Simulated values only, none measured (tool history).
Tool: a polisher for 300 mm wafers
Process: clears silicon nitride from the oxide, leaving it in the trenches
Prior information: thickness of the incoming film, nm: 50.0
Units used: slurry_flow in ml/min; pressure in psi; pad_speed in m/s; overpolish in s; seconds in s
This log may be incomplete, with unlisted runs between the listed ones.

| run | day | slurry_flow | pressure | pad_speed | overpolish | seconds |
|---|---|---|---|---|---|---|
| 1 | 0.000 | 210 | 2.0 | 0.92 | 37 | 75.113 |
| 2 | 0.371 | 210 | 1.9 | 0.92 | 37 | 78.698 |
| 3 | 0.600 | 210 | 1.8 | 0.92 | 37 | 83.312 |
| 4 | 0.833 | 210 | 1.7 | 0.92 | 37 | 86.903 |
| 5 | 0.929 | 210 | 1.7 | 1.04 | 37 | 81.578 |
| 6 | 1.025 | 210 | 1.7 | 1.04 | 40 | 82.875 |
| 7 | 1.292 | 210 | 1.7 | 1.04 | 40 | 82.420 |
| 8 | 1.550 | 210 | 1.6 | 1.04 | 40 | 85.312 |
| 9 | 1.758 | 210 | 1.5 | 1.04 | 40 | 90.924 |
| 10 | 2.058 | 210 | 1.4 | 1.04 | 40 | 97.884 |

The next listed run, before its measurement:
| 11 | 2.362 | 205 | 0.9 | 1.04 | 40 | ? |

seconds: 149.550 s
